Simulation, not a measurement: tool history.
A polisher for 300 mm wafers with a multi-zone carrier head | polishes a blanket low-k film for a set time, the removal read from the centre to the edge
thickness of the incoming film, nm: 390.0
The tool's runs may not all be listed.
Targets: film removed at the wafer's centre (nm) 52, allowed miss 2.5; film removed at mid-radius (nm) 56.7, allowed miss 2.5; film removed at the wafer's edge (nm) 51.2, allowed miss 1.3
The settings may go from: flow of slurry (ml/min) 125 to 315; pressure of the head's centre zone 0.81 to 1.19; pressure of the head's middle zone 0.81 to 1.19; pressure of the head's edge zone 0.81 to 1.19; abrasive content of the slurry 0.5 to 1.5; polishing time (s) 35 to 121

run	day	flow of slurry (ml/min)	pressure of the head's centre zone	pressure of the head's middle zone	pressure of the head's edge zone	abrasive content of the slurry	polishing time (s)	film removed at the wafer's centre (nm)	film removed at mid-radius (nm)	film removed at the wafer's edge (nm)
1	0	205	1	1	1	1	78	38.458	40.1	39.064
2	0.188	215	1.02	1.04	1.03	1.1	78	40.517	43.084	41.292
3	0.283	215	1.02	1.01	1.03	1.1	78	40.977	41.12	41.124
4	0.438	215	1.02	1.01	1	1.1	78	41.017	41.728	40.89
5	0.738	220	1.03	1.04	1.01	1.2	79	42.835	45.369	42.897
6	0.846	225	1.05	1.06	1.03	1.3	80	46.67	46.749	44.863
7	0.875	230	1.05	1.08	1.04	1.35	81	48.525	48.645	46.693
8	0.996	235	1.04	1.1	1.04	1.4	82	49.865	50.849	47.982
9	1.225	240	1.03	1.12	1.05	1.45	83	50.307	53.821	49.831
10	1.325	245	1.03	1.13	1.05	1.45	83	49.537	53.333	48.9

Which of these 5 next moves meets every target?
A	1.425	240	0.99	1.08	1.11	1.45	90	?	?	?
B	1.425	265	0.91	1.13	1.04	1.5	85	?	?	?
C	1.425	240	0.97	1.07	0.92	1.5	90	?	?	?
D	1.425	235	1.07	1.12	0.93	1.5	81	?	?	?
E	1.425	235	0.92	1.1	1.12	1.5	88	?	?	?

move	film removed at the wafer's centre (nm)	film removed at mid-radius (nm)	film removed at the wafer's edge (nm)
A	52.185	56.316	55.724
B	46.993	56.432	51.906
C	51.88	56.563	51.464
D	50.656	52.678	46.44
E	48.395	56.421	55.259
A: takes the result that was furthest off past its target
B: brings the result that was furthest off to its target, and leaves another outside
C: meets every target
D: further off than the last run
E: takes the result that was furthest off past its target
The right move is C.

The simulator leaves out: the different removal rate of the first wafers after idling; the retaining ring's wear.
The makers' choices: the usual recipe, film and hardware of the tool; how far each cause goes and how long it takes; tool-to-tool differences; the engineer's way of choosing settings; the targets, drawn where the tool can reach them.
